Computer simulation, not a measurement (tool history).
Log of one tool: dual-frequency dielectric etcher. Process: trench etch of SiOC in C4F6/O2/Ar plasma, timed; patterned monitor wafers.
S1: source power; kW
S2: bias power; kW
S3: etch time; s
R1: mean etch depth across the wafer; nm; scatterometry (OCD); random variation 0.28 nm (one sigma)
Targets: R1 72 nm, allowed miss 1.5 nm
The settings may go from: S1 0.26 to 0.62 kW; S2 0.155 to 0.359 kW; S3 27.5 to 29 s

Run 1, day 0: S1 0.44 kW, S2 0.257 kW, S3 27.5 s. Result: R1 62.694 nm.
Run 2, day 0.358: S1 0.44 kW, S2 0.302 kW, S3 27.5 s. Result: R1 66.609 nm.
Run 3, day 0.525: S1 0.39 kW, S2 0.302 kW, S3 27.5 s. Result: R1 63.879 nm.
Run 4, day 0.8: S1 0.36 kW, S2 0.302 kW, S3 27.5 s. Result: R1 62.368 nm.
Run 5, day 0.912: S1 0.36 kW, S2 0.348 kW, S3 27.5 s. Result: R1 66.039 nm.
Run 6, day 1.171: S1 0.38 kW, S2 0.351 kW, S3 27.5 s. Result: R1 67.725 nm.
Run 7, day 1.304: S1 0.4 kW, S2 0.353 kW, S3 27.5 s. Result: R1 68.84 nm.
Run 8, day 1.425: S1 0.41 kW, S2 0.355 kW, S3 27.5 s. Result: R1 68.96 nm.
Run 9, day 1.796: S1 0.42 kW, S2 0.356 kW, S3 27.5 s. Result: R1 69.628 nm.

5 next moves are on the table. One of them brings every result within its allowed miss. Which?
Run A, day 2.167: S1 0.36 kW, S2 0.353 kW, S3 28 s. Result: R1 ?.
Run B, day 2.167: S1 0.49 kW, S2 0.355 kW, S3 28 s. Result: R1 ?.
Run C, day 2.167: S1 0.42 kW, S2 0.359 kW, S3 28 s. Result: R1 ?.
Run D, day 2.167: S1 0.41 kW, S2 0.317 kW, S3 28 s. Result: R1 ?.
Run E, day 2.167: S1 0.39 kW, S2 0.359 kW, S3 27.5 s. Result: R1 ?.

move      R1
   A  67.506
   B  75.085
   C  71.561
   D  67.564
   E  68.553
A: further off than the last run
B: takes the result that was furthest off past its target
C: meets every target
D: further off than the last run
E: further off than the last run
Move C is the one to make.
